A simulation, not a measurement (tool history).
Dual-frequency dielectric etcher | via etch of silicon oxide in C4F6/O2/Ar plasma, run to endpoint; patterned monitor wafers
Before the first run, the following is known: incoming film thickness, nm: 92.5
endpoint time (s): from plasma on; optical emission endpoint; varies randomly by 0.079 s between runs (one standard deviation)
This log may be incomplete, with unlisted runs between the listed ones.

Run 1, hour 0.0: bias power (kW) 0.546, source power (kW) 0.290, Ar flow (sccm) 273. Result: endpoint time (s) 21.928.
Run 2, hour 4.5: bias power (kW) 0.546, source power (kW) 0.260, Ar flow (sccm) 273. Result: endpoint time (s) 22.756.
Run 3, hour 8.7: bias power (kW) 0.546, source power (kW) 0.260, Ar flow (sccm) 309. Result: endpoint time (s) 23.192.
Run 4, hour 14.1: bias power (kW) 0.603, source power (kW) 0.270, Ar flow (sccm) 307. Result: endpoint time (s) 22.051.
Run 5, hour 14.8: bias power (kW) 0.644, source power (kW) 0.280, Ar flow (sccm) 306. Result: endpoint time (s) 21.432.
Run 6, hour 19.8: bias power (kW) 0.674, source power (kW) 0.290, Ar flow (sccm) 304. Result: endpoint time (s) 20.945.
Run 7, hour 25.1: bias power (kW) 0.696, source power (kW) 0.300, Ar flow (sccm) 302. Result: endpoint time (s) 20.382.
Run 8, hour 32.1: bias power (kW) 0.713, source power (kW) 0.300, Ar flow (sccm) 301. Result: endpoint time (s) 20.238.
Run 9, hour 38.1: bias power (kW) 0.725, source power (kW) 0.300, Ar flow (sccm) 300. Result: endpoint time (s) 20.099.
Run 10, hour 40.1: bias power (kW) 0.725, source power (kW) 0.300, Ar flow (sccm) 300. Result: endpoint time (s) 20.144.

What will run 11 give?
Run 11, hour 45.9: bias power (kW) 0.735, source power (kW) 0.300, Ar flow (sccm) 299. Result: endpoint time (s) ?.

Run 11 yielded endpoint time (s) 19.887.
